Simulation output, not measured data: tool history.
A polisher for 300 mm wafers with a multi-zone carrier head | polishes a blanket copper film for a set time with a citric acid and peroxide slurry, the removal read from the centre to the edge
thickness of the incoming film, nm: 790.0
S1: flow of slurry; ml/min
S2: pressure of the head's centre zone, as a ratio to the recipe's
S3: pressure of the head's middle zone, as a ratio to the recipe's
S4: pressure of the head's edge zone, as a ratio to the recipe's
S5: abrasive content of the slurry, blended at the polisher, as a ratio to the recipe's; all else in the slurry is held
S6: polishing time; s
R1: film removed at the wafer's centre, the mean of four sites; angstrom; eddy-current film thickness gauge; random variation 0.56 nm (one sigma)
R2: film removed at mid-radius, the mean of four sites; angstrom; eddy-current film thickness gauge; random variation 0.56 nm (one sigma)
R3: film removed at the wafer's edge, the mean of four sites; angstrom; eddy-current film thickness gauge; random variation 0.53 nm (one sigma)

run,day,S1,S2,S3,S4,S5,S6,R1,R2,R3
1,0.000,185,1.00,1.00,1.00,1.00,46,722.50,709.22,721.22
2,0.250,185,1.00,1.00,0.95,1.00,46,719.57,702.81,718.09
3,0.454,185,1.08,1.00,0.95,1.00,46,766.75,710.46,706.34
4,0.808,185,1.08,1.00,0.95,0.80,46,741.08,686.21,689.70
5,1.075,185,1.08,1.00,0.87,0.80,46,751.55,679.36,672.25
6,1.400,170,1.03,1.04,0.88,0.75,46,692.07,690.49,660.95
7,1.600,160,1.00,1.06,0.89,0.75,46,666.16,687.35,668.46

Run 8 comes next. What will it give?
8,1.629,155,0.98,1.09,0.88,0.70,46,?,?,?

Run 8 gave R1 636.51 angstrom, R2 691.61 angstrom, R3 638.61 angstrom.
